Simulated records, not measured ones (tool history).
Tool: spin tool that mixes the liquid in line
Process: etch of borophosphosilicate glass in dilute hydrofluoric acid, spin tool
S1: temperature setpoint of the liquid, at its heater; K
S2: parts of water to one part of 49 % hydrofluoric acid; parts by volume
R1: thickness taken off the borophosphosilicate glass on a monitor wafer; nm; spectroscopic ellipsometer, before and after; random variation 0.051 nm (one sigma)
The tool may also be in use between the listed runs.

Run 1, day 0.000: S1 297.15 K, S2 285 parts by volume, time under the liquid (s) 45. Result: R1 3.1722 nm.
Run 2, day 0.367: S1 297.15 K, S2 285 parts by volume, time under the liquid (s) 25. Result: R1 1.7889 nm.
Run 3, day 0.729: S1 297.65 K, S2 265 parts by volume, time under the liquid (s) 25. Result: R1 1.9666 nm.
Run 4, day 0.846: S1 296.65 K, S2 245 parts by volume, time under the liquid (s) 25. Result: R1 2.1287 nm.
Run 5, day 0.967: S1 297.65 K, S2 225 parts by volume, time under the liquid (s) 25. Result: R1 2.4627 nm.
Run 6, day 1.046: S1 297.65 K, S2 275 parts by volume, time under the liquid (s) 25. Result: R1 1.9245 nm.
Run 7, day 1.292: S1 297.15 K, S2 255 parts by volume, time under the liquid (s) 25. Result: R1 2.0655 nm.

Run 8 comes next. What will it give?
Run 8, day 1.650: S1 297.65 K, S2 235 parts by volume, time under the liquid (s) 25. Result: R1 ?.

R1: 2.3490 nm

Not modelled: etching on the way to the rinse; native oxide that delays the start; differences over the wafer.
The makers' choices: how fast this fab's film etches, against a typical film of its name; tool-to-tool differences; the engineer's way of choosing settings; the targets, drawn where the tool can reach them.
